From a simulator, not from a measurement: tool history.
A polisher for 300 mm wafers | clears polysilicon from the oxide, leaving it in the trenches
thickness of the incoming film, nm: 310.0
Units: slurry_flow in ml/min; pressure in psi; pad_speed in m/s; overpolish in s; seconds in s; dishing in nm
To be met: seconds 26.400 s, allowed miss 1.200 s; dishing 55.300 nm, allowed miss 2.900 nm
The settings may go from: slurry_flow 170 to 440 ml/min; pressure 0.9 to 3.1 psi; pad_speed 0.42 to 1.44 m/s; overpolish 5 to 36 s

| run | hour | slurry_flow | pressure | pad_speed | overpolish | seconds | dishing |
|---|---|---|---|---|---|---|---|
| 1 | 0.0 | 280 | 2.0 | 0.92 | 18 | 36.528 | 56.327 |
| 2 | 3.9 | 280 | 2.2 | 0.92 | 16 | 33.677 | 56.161 |
| 3 | 12.1 | 280 | 2.4 | 0.92 | 14 | 30.985 | 56.047 |
| 4 | 18.6 | 280 | 2.5 | 0.92 | 13 | 29.771 | 55.167 |
| 5 | 26.2 | 280 | 2.6 | 0.92 | 13 | 28.919 | 55.588 |
| 6 | 28.8 | 280 | 2.6 | 0.92 | 5 | 28.420 | 37.769 |
| 7 | 31.4 | 280 | 2.7 | 0.90 | 7 | 28.046 | 46.418 |
| 8 | 38.3 | 280 | 2.8 | 0.88 | 8 | 27.381 | 47.842 |
| 9 | 46.0 | 280 | 2.9 | 0.86 | 9 | 27.270 | 51.252 |

4 next moves are on the table. One of them brings every result within its allowed miss. Which?
| A | 53.7 | 260 | 2.9 | 0.98 | 6 | ? | ? |
| B | 53.7 | 300 | 2.8 | 0.88 | 8 | ? | ? |
| C | 53.7 | 295 | 2.6 | 1.00 | 7 | ? | ? |
| D | 53.7 | 280 | 2.5 | 1.04 | 13 | ? | ? |

| move | seconds | dishing |
|---|---|---|
| A | 24.096 | 45.207 |
| B | 26.960 | 48.675 |
| C | 26.038 | 46.762 |
| D | 26.282 | 56.217 |
A: further off than the last run
B: further off than the last run
C: further off than the last run
D: meets every target
Answer: D

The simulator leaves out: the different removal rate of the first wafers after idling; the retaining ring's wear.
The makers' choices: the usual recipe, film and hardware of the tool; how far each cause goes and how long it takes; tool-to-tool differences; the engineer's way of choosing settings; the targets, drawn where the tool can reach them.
